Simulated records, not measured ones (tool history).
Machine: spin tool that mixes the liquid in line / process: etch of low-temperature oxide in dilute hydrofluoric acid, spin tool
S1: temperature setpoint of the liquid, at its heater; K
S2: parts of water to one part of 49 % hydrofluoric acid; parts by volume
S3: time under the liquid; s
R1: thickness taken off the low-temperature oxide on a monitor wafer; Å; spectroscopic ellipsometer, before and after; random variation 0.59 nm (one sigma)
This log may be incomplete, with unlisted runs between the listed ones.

run	hour	S1	S2	S3	R1
1	0.0	298.15	55	195	536.82
2	4.0	298.15	70	195	408.28
3	7.9	300.65	60	195	533.62
4	14.4	300.65	60	195	531.26
5	23.4	302.15	55	195	621.22
6	31.0	300.65	55	195	582.43
7	34.2	302.15	50	195	697.31
8	35.5	303.65	50	195	736.42
9	41.2	304.65	50	195	761.16
10	42.3	305.15	45	195	877.18

What will run 11 give?
11	45.8	305.65	45	195	?

Run 11 produced R1 892.16 Å.
